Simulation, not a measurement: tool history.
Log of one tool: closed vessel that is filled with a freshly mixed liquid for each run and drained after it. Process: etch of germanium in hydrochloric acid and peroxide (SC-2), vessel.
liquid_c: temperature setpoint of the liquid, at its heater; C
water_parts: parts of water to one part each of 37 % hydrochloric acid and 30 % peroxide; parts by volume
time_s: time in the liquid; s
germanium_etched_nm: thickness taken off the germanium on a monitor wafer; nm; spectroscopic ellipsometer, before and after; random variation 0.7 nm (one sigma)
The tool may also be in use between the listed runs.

run,hour,liquid_c,water_parts,time_s,germanium_etched_nm
1,0.0,64.0,5.5,90,255.14
2,6.9,63.5,5.5,90,251.89
3,10.2,63.5,5.5,90,253.40
4,11.5,68.5,5.5,90,294.15
5,18.4,68.5,6.5,90,291.51
6,20.7,68.5,7.5,90,285.13
7,23.8,67.0,7.5,90,274.88
8,26.8,66.0,7.5,90,266.28
9,35.9,65.0,7.5,90,258.03
10,40.9,64.5,7.5,90,255.94
11,46.6,64.0,7.5,90,251.34
12,49.3,63.5,7.5,90,248.66
13,55.6,63.0,7.5,90,246.54
14,57.3,62.5,7.5,90,241.56
15,63.8,62.0,7.5,90,237.79

The next listed run, before its measurement:
16,71.6,61.5,7.5,90,?

Run 16 gave germanium_etched_nm 233.89 nm.
